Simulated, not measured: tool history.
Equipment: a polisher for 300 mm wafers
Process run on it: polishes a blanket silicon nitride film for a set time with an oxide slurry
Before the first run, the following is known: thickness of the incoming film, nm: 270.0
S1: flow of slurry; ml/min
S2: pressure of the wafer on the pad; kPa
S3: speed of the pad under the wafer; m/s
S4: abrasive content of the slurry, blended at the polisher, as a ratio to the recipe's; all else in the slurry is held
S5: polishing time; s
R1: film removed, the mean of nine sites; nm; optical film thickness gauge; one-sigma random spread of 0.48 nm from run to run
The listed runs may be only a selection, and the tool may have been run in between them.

Run 1, hour 0: S1 275 ml/min, S2 24.1 kPa, S3 1.24 m/s, S4 1, S5 44 s. Result: R1 29.159 nm.
Run 2, hour 2.8: S1 275 ml/min, S2 28.3 kPa, S3 1.26 m/s, S4 1, S5 44 s. Result: R1 33.176 nm.
Run 3, hour 10.4: S1 275 ml/min, S2 28.3 kPa, S3 1.26 m/s, S4 0.85, S5 44 s. Result: R1 29.548 nm.
Run 4, hour 17.1: S1 275 ml/min, S2 33.8 kPa, S3 1.26 m/s, S4 0.85, S5 44 s. Result: R1 33.352 nm.
Run 5, hour 19.8: S1 275 ml/min, S2 33.8 kPa, S3 1.26 m/s, S4 0.7, S5 44 s. Result: R1 28.195 nm.
Run 6, hour 26.3: S1 275 ml/min, S2 33.8 kPa, S3 1 m/s, S4 0.7, S5 44 s. Result: R1 24.718 nm.
Run 7, hour 34.3: S1 300 ml/min, S2 37.2 kPa, S3 1.36 m/s, S4 0.95, S5 44 s. Result: R1 41.432 nm.
Run 8, hour 41.5: S1 300 ml/min, S2 37.2 kPa, S3 1.46 m/s, S4 0.95, S5 44 s. Result: R1 43.434 nm.
Run 9, hour 46.5: S1 300 ml/min, S2 37.2 kPa, S3 1.56 m/s, S4 0.95, S5 44 s. Result: R1 46.401 nm.

Run 10 has not been measured yet. What should we expect?
Run 10, hour 53.8: S1 300 ml/min, S2 37.2 kPa, S3 1.62 m/s, S4 0.95, S5 44 s. Result: R1 ?.

{"run 10": {"R1": 47.902}}
